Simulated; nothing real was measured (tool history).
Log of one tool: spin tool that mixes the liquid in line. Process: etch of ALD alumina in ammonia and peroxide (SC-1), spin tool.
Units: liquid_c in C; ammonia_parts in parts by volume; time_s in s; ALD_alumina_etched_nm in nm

run,hour,liquid_c,ammonia_parts,time_s,ALD_alumina_etched_nm
1,0.0,50.0,0.85,70,3.9692
2,6.4,44.5,0.85,70,2.9478
3,9.7,43.0,0.85,70,2.6632
4,17.4,42.0,0.85,70,2.5420
5,18.5,47.5,0.85,70,3.4485
6,22.8,45.5,0.85,70,3.0769
7,24.5,44.0,0.85,70,2.8351

Forecast run 8:
8,31.7,42.5,0.85,70,?

Run 8 gave ALD_alumina_etched_nm 2.5961 nm.

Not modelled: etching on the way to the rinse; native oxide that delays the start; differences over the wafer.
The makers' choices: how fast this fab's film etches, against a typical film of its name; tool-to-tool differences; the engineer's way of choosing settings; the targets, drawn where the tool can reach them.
